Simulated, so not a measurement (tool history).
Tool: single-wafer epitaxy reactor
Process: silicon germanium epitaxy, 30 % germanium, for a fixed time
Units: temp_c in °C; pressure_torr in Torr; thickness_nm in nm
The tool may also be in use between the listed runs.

Run 1, hour 0: temp_c 620 °C, pressure_torr 25.4 Torr. Result: thickness_nm 88.731 nm.
Run 2, hour 5.2: temp_c 620 °C, pressure_torr 29.9 Torr. Result: thickness_nm 93.356 nm.
Run 3, hour 10.9: temp_c 620 °C, pressure_torr 32.6 Torr. Result: thickness_nm 96.496 nm.
Run 4, hour 13.5: temp_c 620 °C, pressure_torr 35.5 Torr. Result: thickness_nm 99.346 nm.
Run 5, hour 22.2: temp_c 620 °C, pressure_torr 32.1 Torr. Result: thickness_nm 95.559 nm.
Run 6, hour 23.2: temp_c 620 °C, pressure_torr 35.5 Torr. Result: thickness_nm 99.251 nm.
Run 7, hour 25.1: temp_c 622 °C, pressure_torr 35.5 Torr. Result: thickness_nm 103.26 nm.
Run 8, hour 27.9: temp_c 622 °C, pressure_torr 35.5 Torr. Result: thickness_nm 102.9 nm.
Run 9, hour 33.7: temp_c 622 °C, pressure_torr 35.5 Torr. Result: thickness_nm 102.48 nm.
Run 10, hour 41.5: temp_c 623 °C, pressure_torr 35.5 Torr. Result: thickness_nm 104.78 nm.
Run 11, hour 43.2: temp_c 624 °C, pressure_torr 35.5 Torr. Result: thickness_nm 106.4 nm.
Run 12, hour 51.5: temp_c 625 °C, pressure_torr 35.5 Torr. Result: thickness_nm 109.09 nm.

Predict the results of run 13:
Run 13, hour 57.4: temp_c 626 °C, pressure_torr 35.5 Torr. Result: thickness_nm ?.

thickness_nm: 111.48 nm

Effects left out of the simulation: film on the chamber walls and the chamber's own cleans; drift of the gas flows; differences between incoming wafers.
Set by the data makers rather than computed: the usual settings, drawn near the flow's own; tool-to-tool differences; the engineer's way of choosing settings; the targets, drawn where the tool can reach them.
